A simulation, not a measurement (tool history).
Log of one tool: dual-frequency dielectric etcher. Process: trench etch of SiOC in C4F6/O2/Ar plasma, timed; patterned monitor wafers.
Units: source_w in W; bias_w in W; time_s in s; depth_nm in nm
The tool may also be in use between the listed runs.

run	hour	source_w	bias_w	time_s	depth_nm
1	0.0	410	257	11	26.891
2	3.7	410	257	11	26.863
3	10.5	410	299	11	27.895
4	15.7	410	323	11	28.474
5	21.3	390	321	11	28.155
6	29.7	370	316	11	27.621
7	37.7	360	312	11	27.186
8	41.9	350	310	11	26.878

Forecast run 9:
9	47.5	340	308	11	?

Run 9 gave depth_nm 26.687 nm.
